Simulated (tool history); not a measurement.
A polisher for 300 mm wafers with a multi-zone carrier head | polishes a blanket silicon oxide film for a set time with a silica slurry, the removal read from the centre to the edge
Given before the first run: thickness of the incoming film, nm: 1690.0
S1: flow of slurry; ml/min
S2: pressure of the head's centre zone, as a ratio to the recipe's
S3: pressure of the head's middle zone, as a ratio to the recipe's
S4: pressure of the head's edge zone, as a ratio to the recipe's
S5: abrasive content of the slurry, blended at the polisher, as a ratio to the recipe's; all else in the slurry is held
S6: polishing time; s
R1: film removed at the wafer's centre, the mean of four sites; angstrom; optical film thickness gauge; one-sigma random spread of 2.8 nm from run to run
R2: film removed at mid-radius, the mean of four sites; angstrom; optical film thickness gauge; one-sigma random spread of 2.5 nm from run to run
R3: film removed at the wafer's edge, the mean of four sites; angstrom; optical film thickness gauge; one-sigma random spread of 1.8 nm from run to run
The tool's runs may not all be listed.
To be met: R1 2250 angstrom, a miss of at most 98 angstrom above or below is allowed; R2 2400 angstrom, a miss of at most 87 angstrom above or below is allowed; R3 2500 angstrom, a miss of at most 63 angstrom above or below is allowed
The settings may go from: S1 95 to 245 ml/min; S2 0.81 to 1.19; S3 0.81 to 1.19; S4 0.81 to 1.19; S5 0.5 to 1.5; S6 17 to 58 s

run	hour	S1	S2	S3	S4	S5	S6	R1	R2	R3
1	0	155	1	1	1	1	37	1863.2	1815.5	1742.1
2	8.4	155	1	1	1.07	1	37	1929.2	1806.9	1815.9
3	15.7	160	0.98	1	1.09	1.05	37	1911.3	1850.2	1888.3
4	20.2	160	0.98	1	1.09	0.95	37	1846.3	1750.9	1768.3
5	22.7	160	0.98	1	1.04	0.95	37	1801.5	1750.7	1720.8
6	31.4	160	0.97	1.01	1.05	1	37	1876.5	1789.3	1797.6
7	32.9	150	0.95	1.03	1.05	1.05	37	1921.1	1907.9	1870.5
8	36.2	150	0.94	1.04	1.06	1.1	37	1928.9	1919	1919.4
9	44.5	195	0.88	1.14	1.16	1.35	37	2048.2	2400	2262.3

Below are 4 possible settings for the next run. Only one of them brings all results inside the allowed miss of their targets. Which is it?
A	52.8	220	0.88	1.02	1.19	1.25	41	?	?	?
B	52.8	200	0.85	1.05	1.11	1.45	38	?	?	?
C	52.8	200	0.89	1.15	1.06	1.5	38	?	?	?
D	52.8	190	0.86	1.18	1.19	1.4	38	?	?	?

move	R1	R2	R3
A	2253.8	2352.7	2481.3
B	2138.4	2372.2	2359.9
C	2273.3	2601	2336
D	2118.3	2566.2	2394.1
A: all results in spec
B: nearer than the last run, and not there yet
C: nearer than the last run, and not there yet
D: nearer than the last run, and not there yet
The move that meets every target is A.
